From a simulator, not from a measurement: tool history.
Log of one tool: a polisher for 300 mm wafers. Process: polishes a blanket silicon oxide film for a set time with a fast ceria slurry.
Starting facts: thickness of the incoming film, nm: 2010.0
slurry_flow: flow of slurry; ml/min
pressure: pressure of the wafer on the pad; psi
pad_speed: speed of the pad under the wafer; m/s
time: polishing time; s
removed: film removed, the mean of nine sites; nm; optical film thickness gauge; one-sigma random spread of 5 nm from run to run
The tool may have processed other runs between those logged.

run 1 hour=0 | slurry_flow=305 pressure=2.1 pad_speed=0.92 time=37 | removed=384.45
run 2 hour=3.7 | slurry_flow=305 pressure=2.1 pad_speed=0.8 time=37 | removed=339.27
run 3 hour=4.7 | slurry_flow=305 pressure=1.8 pad_speed=0.8 time=37 | removed=293.16
run 4 hour=6.4 | slurry_flow=305 pressure=1.8 pad_speed=0.96 time=37 | removed=339.03
run 5 hour=9.4 | slurry_flow=305 pressure=1.9 pad_speed=0.96 time=37 | removed=352.75
run 6 hour=13.9 | slurry_flow=380 pressure=1.9 pad_speed=0.96 time=37 | removed=360.34
run 7 hour=18.9 | slurry_flow=380 pressure=2 pad_speed=0.96 time=37 | removed=386.81
run 8 hour=20.3 | slurry_flow=380 pressure=2.1 pad_speed=0.96 time=37 | removed=401.46
run 9 hour=27 | slurry_flow=380 pressure=2.2 pad_speed=0.96 time=37 | removed=422.78
run 10 hour=33.8 | slurry_flow=380 pressure=2.3 pad_speed=0.96 time=37 | removed=439.87
run 11 hour=35.1 | slurry_flow=380 pressure=2.4 pad_speed=0.96 time=37 | removed=458.69
run 12 hour=43.7 | slurry_flow=380 pressure=2.4 pad_speed=0.96 time=37 | removed=459.46

Predict the results of run 13:
run 13 hour=47.1 | slurry_flow=380 pressure=2.5 pad_speed=0.96 time=37 | removed=?

Run 13 yielded removed 469.23 nm.

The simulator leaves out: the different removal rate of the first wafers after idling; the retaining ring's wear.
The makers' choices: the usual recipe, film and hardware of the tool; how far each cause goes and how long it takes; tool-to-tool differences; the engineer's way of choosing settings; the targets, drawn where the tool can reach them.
